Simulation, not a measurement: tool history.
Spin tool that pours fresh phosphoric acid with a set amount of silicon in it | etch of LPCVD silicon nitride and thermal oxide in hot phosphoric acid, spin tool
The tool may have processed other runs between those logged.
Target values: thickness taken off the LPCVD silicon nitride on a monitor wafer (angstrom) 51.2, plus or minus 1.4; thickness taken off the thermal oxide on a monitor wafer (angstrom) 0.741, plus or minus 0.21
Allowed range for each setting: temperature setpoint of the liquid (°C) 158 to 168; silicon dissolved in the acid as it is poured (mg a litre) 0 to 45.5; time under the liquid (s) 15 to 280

run  hour  temperature setpoint of the liquid (°C)  silicon dissolved in the acid as it is poured (mg a litre)  time under the liquid (s)  thickness taken off the LPCVD silicon nitride on a monitor wafer (angstrom)  thickness taken off the thermal oxide on a monitor wafer (angstrom)
  1     0                                      163                                                          20                        145                                                                       150.79                                                               2.8541
  2   7.7                                      162                                                        20.5                        125                                                                       125.92                                                               2.7178
  3  10.2                                      163                                                        20.5                        125                                                                       129.19                                                               2.7892
  4    14                                      163                                                        20.5                         90                                                                       93.872                                                               2.1508
  5  20.1                                      163                                                          16                         90                                                                       93.699                                                               2.1421
  6  20.9                                      163                                                        26.5                         90                                                                       92.553                                                                1.574
  7  25.3                                    160.5                                                        27.5                         20                                                                       19.199                                                              0.30198
  8  30.7                                    161.5                                                        28.5                         20                                                                       19.787                                                              0.30164
  9  33.2                                    162.5                                                          29                         20                                                                       20.485                                                              0.31877
 10  34.9                                      163                                                          27                         25                                                                       26.225                                                              0.50051
 11  37.5                                    163.5                                                          28                         30                                                                       31.536                                                              0.54309
 12  45.5                                      164                                                          29                         30                                                                       32.446                                                              0.51398
 13  47.5                                    164.5                                                        29.5                         30                                                                       32.672                                                              0.50966

5 candidate next runs follow, results not yet known. Just one meets every target within its allowed miss. Identify it.
  A  49.5                                      163                                                        22.5                         45                                                                            ?                                                                    ?
  B  49.5                                    165.5                                                        33.5                         45                                                                            ?                                                                    ?
  C  49.5                                      164                                                        45.5                         45                                                                            ?                                                                    ?
  D  49.5                                    163.5                                                          39                         45                                                                            ?                                                                    ?
  E  49.5                                      164                                                           5                         50                                                                            ?                                                                    ?

move  thickness taken off the LPCVD silicon nitride on a monitor wafer (angstrom)  thickness taken off the thermal oxide on a monitor wafer (angstrom)
   A                                                                       46.958                                                               1.0179
   B                                                                       50.988                                                              0.80749
   C                                                                       48.536                                                              0.35203
   D                                                                       47.741                                                              0.51973
   E                                                                       53.929                                                               1.8715
A: gains on the last run, yet a result remains outside its allowed miss
B: all results in spec
C: gains on the last run, yet a result remains outside its allowed miss
D: gains on the last run, yet a result remains outside its allowed miss
E: moves the result that the last run missed by most past its target, out the other side
The move that meets every target is B.

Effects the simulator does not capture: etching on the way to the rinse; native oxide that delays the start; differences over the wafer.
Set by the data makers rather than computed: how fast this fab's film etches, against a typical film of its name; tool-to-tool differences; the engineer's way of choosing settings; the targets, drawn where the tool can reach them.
